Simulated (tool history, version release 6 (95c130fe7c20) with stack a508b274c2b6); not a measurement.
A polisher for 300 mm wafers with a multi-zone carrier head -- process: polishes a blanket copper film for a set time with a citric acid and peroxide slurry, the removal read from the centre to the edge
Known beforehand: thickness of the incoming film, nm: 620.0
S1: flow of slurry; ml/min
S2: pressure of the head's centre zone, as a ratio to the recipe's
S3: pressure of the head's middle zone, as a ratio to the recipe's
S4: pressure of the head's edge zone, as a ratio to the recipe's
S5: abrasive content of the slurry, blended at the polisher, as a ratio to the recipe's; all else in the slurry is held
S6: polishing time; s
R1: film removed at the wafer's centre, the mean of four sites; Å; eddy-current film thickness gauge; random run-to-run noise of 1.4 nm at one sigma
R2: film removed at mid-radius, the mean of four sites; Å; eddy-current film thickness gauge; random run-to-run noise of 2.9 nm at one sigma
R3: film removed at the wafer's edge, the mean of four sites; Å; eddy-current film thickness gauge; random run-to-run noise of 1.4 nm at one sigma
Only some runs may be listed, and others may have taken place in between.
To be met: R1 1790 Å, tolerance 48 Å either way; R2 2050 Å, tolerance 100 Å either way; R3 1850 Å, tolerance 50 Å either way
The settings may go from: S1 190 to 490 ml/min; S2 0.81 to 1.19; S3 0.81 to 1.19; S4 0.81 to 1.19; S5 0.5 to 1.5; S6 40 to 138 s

run,hour,S1,S2,S3,S4,S5,S6,R1,R2,R3
1,0,315,1,1,1,1,88,1334.1,1356.9,1399.6
2,1,315,1,0.91,1,1,88,1349.8,1246.7,1390.1
3,7.8,255,1,0.91,1,1,88,1312.1,1218.3,1371.1
4,11.3,270,1.01,0.97,1.02,1.1,90,1418.5,1350.3,1478.3
5,12.9,270,1.01,0.9,1.02,1.1,90,1381.2,1302,1456.8
6,15.6,270,1.01,0.9,0.95,1.1,90,1389.9,1255,1408
7,17.8,315,1.1,1,1.05,1.35,99,1774.5,1645.4,1743
# hour 21.8: worn pad replaced by a new one
8,21.8,325,1.09,1.04,1.05,1.4,99,1871.2,1817,1845.3
9,27.1,325,1.09,1.04,1.05,1.4,99,1856.8,1835.3,1844.3

Which single option among these 5 for the next run brings every result within its allowed miss of target? Just one does.
A,32.4,310,1.1,0.96,1.07,1.4,100,?,?,?
B,32.4,340,1.11,1.09,1,1.5,102,?,?,?
C,32.4,390,1.08,1.07,1.01,1.4,100,?,?,?
D,32.4,410,0.98,1.13,0.98,1.4,100,?,?,?
E,32.4,350,1.18,1.02,1.04,1.3,99,?,?,?

move,R1,R2,R3
A,1874.2,1730.1,1865.3
B,1981,2019.9,1884.3
C,1894.8,1937,1839.9
D,1780.3,2038.3,1817.4
E,1938.1,1787.9,1800
A: its largest miss is bigger than the last run's
B: meets the target for the result that was furthest off, but another lies outside its allowed miss
C: roughly where the last run was
D: every result within its allowed miss
E: its largest miss is bigger than the last run's
The right move is D.

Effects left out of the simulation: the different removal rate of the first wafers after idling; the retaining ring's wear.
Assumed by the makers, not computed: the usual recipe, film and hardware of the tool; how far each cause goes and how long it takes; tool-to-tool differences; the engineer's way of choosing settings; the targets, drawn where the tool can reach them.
